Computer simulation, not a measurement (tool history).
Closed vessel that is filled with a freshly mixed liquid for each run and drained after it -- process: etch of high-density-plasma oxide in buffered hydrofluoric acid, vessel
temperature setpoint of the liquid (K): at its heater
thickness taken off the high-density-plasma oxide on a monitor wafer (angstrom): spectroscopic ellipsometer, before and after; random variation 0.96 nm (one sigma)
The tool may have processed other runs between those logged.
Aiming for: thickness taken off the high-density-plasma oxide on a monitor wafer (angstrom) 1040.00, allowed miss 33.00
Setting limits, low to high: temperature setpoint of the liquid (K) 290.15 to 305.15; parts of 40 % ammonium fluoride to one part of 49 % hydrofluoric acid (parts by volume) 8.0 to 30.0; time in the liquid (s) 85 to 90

run,day,temperature setpoint of the liquid (K),parts of 40 % ammonium fluoride to one part of 49 % hydrofluoric acid (parts by volume),time in the liquid (s),thickness taken off the high-density-plasma oxide on a monitor wafer (angstrom)
1,0.000,297.15,22.5,85,798.93
2,0.242,298.15,22.5,85,858.06
3,0.479,298.65,22.5,85,878.04
4,0.746,296.15,22.5,85,755.68
5,0.896,297.15,22.5,85,812.11
6,1.258,298.15,22.5,85,846.76
7,1.446,299.15,22.5,85,901.56
8,1.750,302.15,22.0,85,1083.10

4 candidate next runs follow, results not yet known. Just one meets every target within its allowed miss. Identify it.
A,2.054,302.65,22.0,90,?
B,2.054,304.15,30.0,90,?
C,2.054,304.65,26.5,90,?
D,2.054,301.65,19.0,85,?

move,thickness taken off the high-density-plasma oxide on a monitor wafer (angstrom)
A,1174.60
B,1029.50
C,1150.60
D,1180.50
A: moves away from the targets compared with the last run
B: every result lands within tolerance
C: moves away from the targets compared with the last run
D: moves away from the targets compared with the last run
B is the move that brings every result within its allowed miss.

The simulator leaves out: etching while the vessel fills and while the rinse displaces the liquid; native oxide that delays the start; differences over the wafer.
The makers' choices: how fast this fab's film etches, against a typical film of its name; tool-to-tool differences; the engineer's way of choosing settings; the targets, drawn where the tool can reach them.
